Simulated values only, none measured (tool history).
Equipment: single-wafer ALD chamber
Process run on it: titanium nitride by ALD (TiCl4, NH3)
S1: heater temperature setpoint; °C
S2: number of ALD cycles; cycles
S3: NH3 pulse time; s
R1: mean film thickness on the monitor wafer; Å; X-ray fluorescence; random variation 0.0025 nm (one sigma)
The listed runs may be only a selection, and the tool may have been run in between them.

run,hour,S1,S2,S3,R1
1,0.0,420,48,1.67,10.886
2,3.0,414,47,1.38,10.443
3,4.8,414,47,1.54,10.500
4,9.2,414,47,1.92,10.649
5,17.6,410,47,1.75,10.622
6,22.6,409,47,1.49,10.472
7,29.3,408,47,1.33,10.395
8,37.1,407,47,1.22,10.302

What will run 9 give?
9,40.2,406,47,1.17,?

Run 9 measured R1 10.208 Å.
